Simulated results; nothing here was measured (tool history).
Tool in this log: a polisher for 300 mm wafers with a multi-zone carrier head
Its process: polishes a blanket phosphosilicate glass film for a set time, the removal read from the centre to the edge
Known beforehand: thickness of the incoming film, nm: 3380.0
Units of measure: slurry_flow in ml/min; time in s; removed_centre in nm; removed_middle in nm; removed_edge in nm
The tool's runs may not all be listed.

run  hour  slurry_flow  centre_zone  middle_zone  edge_zone  slurry_solids  time  removed_centre  removed_middle  removed_edge
  1   0.0          185         1.00         1.00       1.00           1.00    68         1048.00          942.51        940.58
  2   5.4          205         1.00         1.00       1.00           1.00    68         1033.70          951.80        961.20
  3   6.5          195         0.97         1.00       0.97           0.90    65          920.36          845.04        821.52
  4   7.2          195         0.97         1.00       0.91           0.90    65          913.41          848.08        796.42
  5   8.6          195         0.97         1.00       0.91           0.90    52          710.90          682.80        647.35
  6  10.7          195         0.91         1.00       0.91           0.90    52          681.06          681.51        649.50
  7  11.6          185         0.90         0.99       0.89           0.85    52          644.56          648.13        608.20
  8  17.9          175         0.89         0.98       0.88           0.85    52          616.62          634.67        591.14

The next listed run, before its measurement:
     23.4  -- centre zone pressure recalibrated
  9  23.4          165         0.89         0.97       0.87           0.85    52               ?               ?             ?

Run 9 gave removed_centre 574.77 nm, removed_middle 616.84 nm, removed_edge 593.35 nm.
